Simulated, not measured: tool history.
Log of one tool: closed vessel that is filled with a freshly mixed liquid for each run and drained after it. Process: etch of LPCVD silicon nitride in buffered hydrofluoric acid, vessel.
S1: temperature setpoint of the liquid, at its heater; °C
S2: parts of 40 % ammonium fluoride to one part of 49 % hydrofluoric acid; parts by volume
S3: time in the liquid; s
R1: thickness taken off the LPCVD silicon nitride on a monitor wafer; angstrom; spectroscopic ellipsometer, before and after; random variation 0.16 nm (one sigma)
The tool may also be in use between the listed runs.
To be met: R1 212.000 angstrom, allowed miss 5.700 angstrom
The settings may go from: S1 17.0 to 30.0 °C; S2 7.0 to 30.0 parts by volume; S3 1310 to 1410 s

run 1 hour=0.0 | S1=22.0 S2=19.0 S3=1310 | R1=91.509
run 2 hour=0.9 | S1=24.5 S2=16.0 S3=1315 | R1=123.720
run 3 hour=5.8 | S1=24.5 S2=16.0 S3=1310 | R1=122.430
run 4 hour=9.4 | S1=24.5 S2=20.0 S3=1310 | R1=97.847
run 5 hour=11.9 | S1=26.0 S2=17.0 S3=1315 | R1=127.520
run 6 hour=20.2 | S1=26.0 S2=17.0 S3=1410 | R1=135.740
run 7 hour=22.5 | S1=27.5 S2=15.5 S3=1410 | R1=160.460
run 8 hour=23.6 | S1=28.5 S2=14.5 S3=1410 | R1=179.210
run 9 hour=32.3 | S1=29.0 S2=14.0 S3=1410 | R1=191.720
run 10 hour=36.0 | S1=29.5 S2=13.5 S3=1410 | R1=204.600

5 next moves are on the table. One of them brings every result within its allowed miss. Which?
run A hour=39.7 | S1=29.5 S2=12.5 S3=1345 | R1=?
run B hour=39.7 | S1=28.5 S2=12.5 S3=1310 | R1=?
run C hour=39.7 | S1=29.5 S2=13.5 S3=1350 | R1=?
run D hour=39.7 | S1=27.5 S2=12.0 S3=1355 | R1=?
run E hour=39.7 | S1=28.0 S2=12.5 S3=1385 | R1=?

move=A R1=209.550
move=B R1=193.590
move=C R1=195.080
move=D R1=197.590
move=E R1=199.310
A: meets every target
B: further off than the last run
C: further off than the last run
D: further off than the last run
E: further off than the last run
The right move is A.
